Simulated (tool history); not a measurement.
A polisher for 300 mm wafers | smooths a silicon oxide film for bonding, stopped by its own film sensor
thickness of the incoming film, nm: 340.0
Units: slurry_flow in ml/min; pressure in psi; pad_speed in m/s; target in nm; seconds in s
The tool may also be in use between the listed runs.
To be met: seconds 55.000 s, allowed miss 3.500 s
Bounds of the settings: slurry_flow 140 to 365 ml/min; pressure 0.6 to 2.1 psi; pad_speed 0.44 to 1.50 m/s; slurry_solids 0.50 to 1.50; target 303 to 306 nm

run 1 hour=0.0 | slurry_flow=235 pressure=1.3 pad_speed=0.96 slurry_solids=1.00 target=303 | seconds=102.000
run 2 hour=0.7 | slurry_flow=235 pressure=1.0 pad_speed=0.96 slurry_solids=1.00 target=303 | seconds=124.720
run 3 hour=8.2 | slurry_flow=235 pressure=1.0 pad_speed=0.96 slurry_solids=1.00 target=306 | seconds=111.850
run 4 hour=14.3 | slurry_flow=235 pressure=1.2 pad_speed=0.96 slurry_solids=1.00 target=306 | seconds=96.177
run 5 hour=18.8 | slurry_flow=235 pressure=1.4 pad_speed=0.98 slurry_solids=1.00 target=306 | seconds=84.559
run 6 hour=20.1 | slurry_flow=235 pressure=1.1 pad_speed=0.98 slurry_solids=1.00 target=306 | seconds=103.190
run 7 hour=22.0 | slurry_flow=235 pressure=1.5 pad_speed=1.10 slurry_solids=1.00 target=306 | seconds=73.819
run 8 hour=25.0 | slurry_flow=235 pressure=1.6 pad_speed=1.12 slurry_solids=1.00 target=306 | seconds=71.935
run 9 hour=29.5 | slurry_flow=235 pressure=1.7 pad_speed=1.14 slurry_solids=1.00 target=306 | seconds=64.477
run 10 hour=38.5 | slurry_flow=235 pressure=1.8 pad_speed=1.16 slurry_solids=1.00 target=306 | seconds=59.970

Which of these 5 next moves meets every target?
run A hour=47.5 | slurry_flow=225 pressure=1.8 pad_speed=1.10 slurry_solids=1.00 target=304 | seconds=?
run B hour=47.5 | slurry_flow=235 pressure=1.7 pad_speed=1.10 slurry_solids=1.00 target=303 | seconds=?
run C hour=47.5 | slurry_flow=205 pressure=1.6 pad_speed=1.40 slurry_solids=0.90 target=305 | seconds=?
run D hour=47.5 | slurry_flow=235 pressure=1.6 pad_speed=1.22 slurry_solids=1.05 target=305 | seconds=?
run E hour=47.5 | slurry_flow=330 pressure=1.9 pad_speed=1.26 slurry_solids=0.95 target=306 | seconds=?

move=A seconds=67.388
move=B seconds=72.468
move=C seconds=64.960
move=D seconds=65.315
move=E seconds=54.004
A: further off than the last run
B: further off than the last run
C: further off than the last run
D: further off than the last run
E: meets every target
The right move is E.

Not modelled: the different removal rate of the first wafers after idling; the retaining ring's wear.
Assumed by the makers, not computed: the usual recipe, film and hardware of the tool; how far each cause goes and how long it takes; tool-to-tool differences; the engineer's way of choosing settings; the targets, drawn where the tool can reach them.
